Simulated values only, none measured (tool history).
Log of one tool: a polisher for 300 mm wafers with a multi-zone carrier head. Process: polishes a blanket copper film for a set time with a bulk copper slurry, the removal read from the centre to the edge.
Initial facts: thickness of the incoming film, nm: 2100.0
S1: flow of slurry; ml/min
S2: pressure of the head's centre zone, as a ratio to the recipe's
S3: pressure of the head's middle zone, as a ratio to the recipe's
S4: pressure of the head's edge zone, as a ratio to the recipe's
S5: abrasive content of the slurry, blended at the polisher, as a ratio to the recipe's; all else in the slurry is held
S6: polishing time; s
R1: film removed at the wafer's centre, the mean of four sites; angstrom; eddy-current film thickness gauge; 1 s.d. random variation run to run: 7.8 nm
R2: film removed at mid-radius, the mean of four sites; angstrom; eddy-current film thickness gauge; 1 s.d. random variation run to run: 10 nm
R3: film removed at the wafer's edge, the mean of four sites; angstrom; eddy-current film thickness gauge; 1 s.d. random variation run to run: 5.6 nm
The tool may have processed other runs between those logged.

{"run": 1, "hour": 0.0, "S1": 310, "S2": 1.0, "S3": 1.0, "S4": 1.0, "S5": 1.0, "S6": 86, "R1": 5161.7, "R2": 5314.3, "R3": 5116.7}
{"run": 2, "hour": 5.2, "S1": 310, "S2": 1.05, "S3": 1.0, "S4": 1.0, "S5": 1.0, "S6": 86, "R1": 5285.7, "R2": 5142.0, "R3": 5143.4}
{"run": 3, "hour": 8.3, "S1": 310, "S2": 1.05, "S3": 1.0, "S4": 1.07, "S5": 1.0, "S6": 86, "R1": 5264.0, "R2": 5183.8, "R3": 5300.4}
{"run": 4, "hour": 12.0, "S1": 360, "S2": 1.05, "S3": 1.0, "S4": 1.07, "S5": 1.0, "S6": 86, "R1": 5333.5, "R2": 5216.0, "R3": 5377.7}
{"run": 5, "hour": 15.8, "S1": 360, "S2": 1.12, "S3": 1.0, "S4": 1.07, "S5": 1.0, "S6": 86, "R1": 5684.0, "R2": 5291.8, "R3": 5385.0}
{"run": 6, "hour": 22.0, "S1": 360, "S2": 1.12, "S3": 0.94, "S4": 1.07, "S5": 1.0, "S6": 86, "R1": 5716.9, "R2": 4947.5, "R3": 5424.5}
{"run": 7, "hour": 27.6, "S1": 370, "S2": 1.14, "S3": 0.99, "S4": 1.08, "S5": 1.15, "S6": 92, "R1": 6574.1, "R2": 5847.8, "R3": 6091.8}
{"run": 8, "hour": 30.8, "S1": 375, "S2": 1.15, "S3": 1.03, "S4": 1.1, "S5": 1.25, "S6": 94, "R1": 6871.2, "R2": 6331.5, "R3": 6367.6}
{"run": 9, "hour": 36.6, "S1": 380, "S2": 1.16, "S3": 1.06, "S4": 1.12, "S5": 1.35, "S6": 96, "R1": 7404.1, "R2": 6830.4, "R3": 6771.8}
{"run": 10, "hour": 45.2, "S1": 385, "S2": 1.16, "S3": 1.09, "S4": 1.14, "S5": 1.4, "S6": 97, "R1": 7562.3, "R2": 6993.6, "R3": 6934.0}
{"run": 11, "hour": 47.0, "S1": 390, "S2": 1.16, "S3": 1.12, "S4": 1.14, "S5": 1.45, "S6": 99, "R1": 7732.9, "R2": 7518.6, "R3": 7210.0}
{"run": 12, "hour": 47.9, "S1": 395, "S2": 1.17, "S3": 1.13, "S4": 1.15, "S5": 1.45, "S6": 99, "R1": 7842.0, "R2": 7591.9, "R3": 7359.9}
{"run": 13, "hour": 54.2, "S1": 400, "S2": 1.18, "S3": 1.14, "S4": 1.14, "S5": 1.45, "S6": 99, "R1": 7816.7, "R2": 7651.5, "R3": 7287.1}
{"hour": 58.9, "done": "worn pad replaced by a new one"}
{"run": 14, "hour": 58.9, "S1": 400, "S2": 1.18, "S3": 1.14, "S4": 1.13, "S5": 1.45, "S6": 100, "R1": 8692.4, "R2": 8176.6, "R3": 7770.9}
{"run": 15, "hour": 62.2, "S1": 385, "S2": 1.18, "S3": 1.15, "S4": 1.13, "S5": 1.45, "S6": 100, "R1": 8455.7, "R2": 8336.8, "R3": 7764.6}
{"run": 16, "hour": 64.0, "S1": 395, "S2": 1.18, "S3": 1.15, "S4": 1.13, "S5": 1.45, "S6": 100, "R1": 8307.3, "R2": 8431.2, "R3": 7727.7}
{"run": 17, "hour": 68.4, "S1": 395, "S2": 1.18, "S3": 1.15, "S4": 1.13, "S5": 1.45, "S6": 100, "R1": 8652.0, "R2": 8318.3, "R3": 7767.8}

Expected results for the next run?
{"run": 18, "hour": 71.5, "S1": 390, "S2": 1.17, "S3": 1.15, "S4": 1.13, "S5": 1.45, "S6": 100, "R1": "?", "R2": "?", "R3": "?"}

R1: 8559.7 angstrom
R2: 8432.2 angstrom
R3: 7875.7 angstrom
